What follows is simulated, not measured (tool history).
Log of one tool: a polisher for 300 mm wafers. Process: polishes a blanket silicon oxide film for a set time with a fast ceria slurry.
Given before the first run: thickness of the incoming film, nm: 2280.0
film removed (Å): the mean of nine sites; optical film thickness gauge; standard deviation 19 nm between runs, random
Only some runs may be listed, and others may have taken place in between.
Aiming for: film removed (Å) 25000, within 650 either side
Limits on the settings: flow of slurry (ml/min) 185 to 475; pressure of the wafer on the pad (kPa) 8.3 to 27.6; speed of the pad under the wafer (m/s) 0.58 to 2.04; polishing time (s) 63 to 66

run	hour	flow of slurry (ml/min)	pressure of the wafer on the pad (kPa)	speed of the pad under the wafer (m/s)	polishing time (s)	film removed (Å)
1	0.0	305	17.9	1.30	63	14044
2	1.4	305	20.7	1.32	63	16197
3	2.5	305	20.7	1.32	63	16325
4	9.4	305	16.5	1.32	63	13025
5	17.7	305	18.6	1.32	63	14593
6	22.4	305	21.4	1.34	63	17285
7	27.9	305	21.4	1.34	63	17215
8	31.9	315	26.2	1.38	63	21381
9	33.5	315	26.9	1.42	63	22750
10	39.2	315	26.9	1.42	63	22445
11	40.2	315	26.9	1.46	63	23324

Of the 4 settings listed for the next run, only one would bring every result within its allowed miss of target. Which one?
A	41.2	340	26.2	1.46	63	?
B	41.2	285	27.6	1.46	66	?
C	41.2	400	22.1	1.56	66	?
D	41.2	390	27.6	1.32	66	?

move	film removed (Å)
A	22546
B	24419
C	21574
D	22768
A: moves away from the targets compared with the last run
B: meets every target
C: moves away from the targets compared with the last run
D: moves away from the targets compared with the last run
B meets every target.

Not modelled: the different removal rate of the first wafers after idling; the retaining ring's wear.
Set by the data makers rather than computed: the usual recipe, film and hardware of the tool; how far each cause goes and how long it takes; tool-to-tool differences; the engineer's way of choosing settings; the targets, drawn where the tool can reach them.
